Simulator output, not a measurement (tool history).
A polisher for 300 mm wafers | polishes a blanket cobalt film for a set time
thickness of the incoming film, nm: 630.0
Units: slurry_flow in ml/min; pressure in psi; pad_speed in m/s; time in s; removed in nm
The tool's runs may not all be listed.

Run 1, day 0.000: slurry_flow 145 ml/min, pressure 2.2 psi, pad_speed 0.98 m/s, time 60 s. Result: removed 277.46 nm.
Run 2, day 0.175: slurry_flow 140 ml/min, pressure 2.1 psi, pad_speed 0.98 m/s, time 60 s. Result: removed 262.61 nm.
Run 3, day 0.225: slurry_flow 135 ml/min, pressure 2.1 psi, pad_speed 0.98 m/s, time 60 s. Result: removed 259.77 nm.
Run 4, day 0.400: slurry_flow 130 ml/min, pressure 2.1 psi, pad_speed 0.98 m/s, time 60 s. Result: removed 263.41 nm.
Run 5, day 0.621: slurry_flow 130 ml/min, pressure 2.0 psi, pad_speed 0.98 m/s, time 60 s. Result: removed 252.53 nm.
Run 6, day 0.696: slurry_flow 130 ml/min, pressure 2.0 psi, pad_speed 0.98 m/s, time 63 s. Result: removed 262.77 nm.
Run 7, day 0.992: slurry_flow 130 ml/min, pressure 1.9 psi, pad_speed 0.98 m/s, time 63 s. Result: removed 248.22 nm.

The next listed run, before its measurement:
Run 8, day 1.046: slurry_flow 125 ml/min, pressure 1.8 psi, pad_speed 0.98 m/s, time 63 s. Result: removed ?.

Run 8 gave removed 234.17 nm.
